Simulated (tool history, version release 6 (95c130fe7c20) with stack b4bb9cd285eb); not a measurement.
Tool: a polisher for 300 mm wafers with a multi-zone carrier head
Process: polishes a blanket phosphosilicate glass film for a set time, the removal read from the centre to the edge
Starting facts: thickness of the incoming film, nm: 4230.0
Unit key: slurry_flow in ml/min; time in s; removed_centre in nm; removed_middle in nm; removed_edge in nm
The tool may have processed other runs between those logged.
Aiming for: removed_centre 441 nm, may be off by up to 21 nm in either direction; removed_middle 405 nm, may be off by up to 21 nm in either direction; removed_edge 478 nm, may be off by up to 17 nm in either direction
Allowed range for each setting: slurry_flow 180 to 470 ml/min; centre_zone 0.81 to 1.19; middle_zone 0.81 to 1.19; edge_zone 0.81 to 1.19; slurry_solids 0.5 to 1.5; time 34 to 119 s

run	hour	slurry_flow	centre_zone	middle_zone	edge_zone	slurry_solids	time	removed_centre	removed_middle	removed_edge
1	0	300	1	1	1	1	76	634.15	653.25	667.3
2	7.9	295	0.99	0.97	1	0.9	74	588.46	566.52	617
3	9.4	295	0.97	0.96	0.98	0.8	74	555.39	544.81	570.66
4	14.3	295	0.97	0.96	0.98	1	74	613.27	606.56	647.75
5	21.2	295	0.97	0.96	0.95	1	74	587.11	612.67	645.33
6	28.1	295	0.97	0.96	0.88	1	74	607.38	603.59	623.57
7	37	280	0.91	0.86	0.87	0.75	71	470.89	463.94	503.96
8	38	280	0.91	0.86	0.87	0.75	71	483.61	458.62	508.09
9	43.8	275	0.9	0.85	0.88	0.75	71	476.16	450.3	516.1
10	50.1	275	0.9	0.84	0.88	0.75	71	469.36	453.63	509.75
11	52.9	270	0.9	0.83	0.89	0.7	71	464.2	419.98	496.62
12	54.4	265	0.9	0.83	0.88	0.7	71	437.82	421.46	497.94
13	59.4	280	0.95	0.82	0.87	0.6	71	435.35	383.29	445.14

Next run, 5 choices. One meets every target within its allowed miss, the rest don't. Which?
A	64.4	395	0.9	0.81	0.89	0.5	82	?	?	?
B	64.4	355	1.06	0.88	0.81	0.65	70	?	?	?
C	64.4	335	0.81	0.9	0.9	0.6	73	?	?	?
D	64.4	385	1.09	0.97	0.83	0.65	62	?	?	?
E	64.4	210	0.81	0.81	0.99	0.6	76	?	?	?

move	removed_centre	removed_middle	removed_edge
A	438.31	402.42	473.09
B	501.53	427.4	450.65
C	394.33	432.28	468.81
D	458.19	412.66	404.59
E	394.44	398.27	497.4
A: each result inside its tolerance
B: its largest miss is bigger than the last run's
C: gets the furthest-off result to its target, but another result is out of tolerance
D: its largest miss is bigger than the last run's
E: moves the result that the last run missed by most past its target, out the other side
A meets every target.

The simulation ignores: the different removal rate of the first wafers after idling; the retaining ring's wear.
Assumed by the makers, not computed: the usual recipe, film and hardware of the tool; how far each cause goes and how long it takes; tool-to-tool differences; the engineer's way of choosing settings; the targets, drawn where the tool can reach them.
